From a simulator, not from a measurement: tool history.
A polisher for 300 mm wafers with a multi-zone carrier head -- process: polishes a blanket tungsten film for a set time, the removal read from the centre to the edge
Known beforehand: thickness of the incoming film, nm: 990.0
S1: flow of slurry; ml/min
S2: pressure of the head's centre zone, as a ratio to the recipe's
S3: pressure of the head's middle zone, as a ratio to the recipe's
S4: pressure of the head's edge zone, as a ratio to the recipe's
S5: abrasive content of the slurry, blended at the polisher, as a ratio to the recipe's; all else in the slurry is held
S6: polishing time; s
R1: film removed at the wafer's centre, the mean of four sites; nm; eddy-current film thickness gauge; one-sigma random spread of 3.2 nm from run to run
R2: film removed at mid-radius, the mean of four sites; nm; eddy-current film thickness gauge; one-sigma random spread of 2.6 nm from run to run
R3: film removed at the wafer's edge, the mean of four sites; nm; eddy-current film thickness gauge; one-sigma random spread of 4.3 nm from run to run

| run | hour | S1 | S2 | S3 | S4 | S5 | S6 | R1 | R2 | R3 |
|---|---|---|---|---|---|---|---|---|---|---|
| 1 | 0 | 285 | 1 | 1 | 1 | 1 | 52 | 339.66 | 341.4 | 338.8 |
| 2 | 3.1 | 280 | 0.98 | 0.99 | 0.99 | 0.95 | 52 | 321.16 | 340.11 | 322.06 |
| 3 | 7 | 280 | 0.98 | 0.99 | 0.99 | 0.95 | 62 | 386.78 | 398.19 | 399.52 |
| 4 | 10.3 | 275 | 0.97 | 0.97 | 0.98 | 0.9 | 61 | 362.04 | 382.28 | 375.94 |
| 5 | 11.3 | 275 | 0.97 | 0.97 | 0.98 | 1.1 | 61 | 392 | 393.93 | 389.48 |
| 6 | 13.5 | 270 | 0.96 | 0.95 | 0.97 | 1.05 | 60 | 365.05 | 380.39 | 383.66 |
| 7 | 14.6 | 270 | 0.96 | 0.94 | 0.96 | 0.95 | 59 | 361.13 | 369.54 | 363.22 |
| 8 | 23.1 | 270 | 0.95 | 0.93 | 0.97 | 0.9 | 58 | 340.2 | 350.24 | 355.44 |

Run 9, settings as shown, results not yet in. Your forecast:
| 9 | 27 | 270 | 0.94 | 0.92 | 0.96 | 0.85 | 58 | ? | ? | ? |

Run 9 measured R1 332.8 nm, R2 339.34 nm, R3 351.71 nm.

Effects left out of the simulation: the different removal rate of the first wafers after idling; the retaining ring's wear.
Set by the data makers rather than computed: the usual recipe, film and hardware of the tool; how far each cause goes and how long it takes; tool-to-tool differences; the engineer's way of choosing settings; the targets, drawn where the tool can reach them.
